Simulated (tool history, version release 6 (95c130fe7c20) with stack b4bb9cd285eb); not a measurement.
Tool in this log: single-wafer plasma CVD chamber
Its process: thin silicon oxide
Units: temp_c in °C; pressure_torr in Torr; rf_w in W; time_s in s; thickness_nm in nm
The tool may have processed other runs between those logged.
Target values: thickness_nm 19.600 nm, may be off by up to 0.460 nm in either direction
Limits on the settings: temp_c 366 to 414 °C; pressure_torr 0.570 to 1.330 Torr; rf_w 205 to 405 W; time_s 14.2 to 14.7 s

| run | hour | temp_c | pressure_torr | rf_w | time_s | thickness_nm |
|---|---|---|---|---|---|---|
| 1 | 0.0 | 390 | 0.950 | 305 | 14.2 | 29.757 |
| 2 | 5.0 | 390 | 0.950 | 305 | 14.2 | 29.388 |
| 3 | 10.9 | 390 | 0.950 | 305 | 14.2 | 29.777 |
| 4 | 14.1 | 390 | 0.950 | 305 | 14.7 | 30.841 |
| 5 | 22.4 | 390 | 0.950 | 305 | 14.7 | 30.746 |
| 6 | 24.8 | 390 | 0.827 | 305 | 14.7 | 26.451 |
| 7 | 32.6 | 390 | 0.751 | 305 | 14.7 | 23.483 |
| 8 | 38.2 | 390 | 0.710 | 305 | 14.7 | 21.904 |
| 9 | 43.0 | 390 | 0.686 | 305 | 14.7 | 20.959 |
| 10 | 47.3 | 390 | 0.672 | 305 | 14.7 | 20.238 |
|  | 53.8 | capacitance manometer re-zeroed and calibrated |
| 11 | 53.8 | 390 | 0.633 | 305 | 14.7 | 20.255 |

Exercise: of the 4 proposed moves below, exactly one satisfies all targets within the stated allowed misses. Which move is it?
| A | 60.3 | 386 | 0.694 | 270 | 14.5 | ? |
| B | 60.3 | 380 | 0.623 | 305 | 14.5 | ? |
| C | 60.3 | 388 | 0.703 | 265 | 14.4 | ? |
| D | 60.3 | 404 | 0.579 | 405 | 14.7 | ? |

| move | thickness_nm |
|---|---|
| A | 21.171 |
| B | 19.803 |
| C | 21.095 |
| D | 20.434 |
A: the biggest miss grows against the last run
B: every result within its allowed miss
C: the biggest miss grows against the last run
D: the biggest miss grows against the last run
B meets every target.

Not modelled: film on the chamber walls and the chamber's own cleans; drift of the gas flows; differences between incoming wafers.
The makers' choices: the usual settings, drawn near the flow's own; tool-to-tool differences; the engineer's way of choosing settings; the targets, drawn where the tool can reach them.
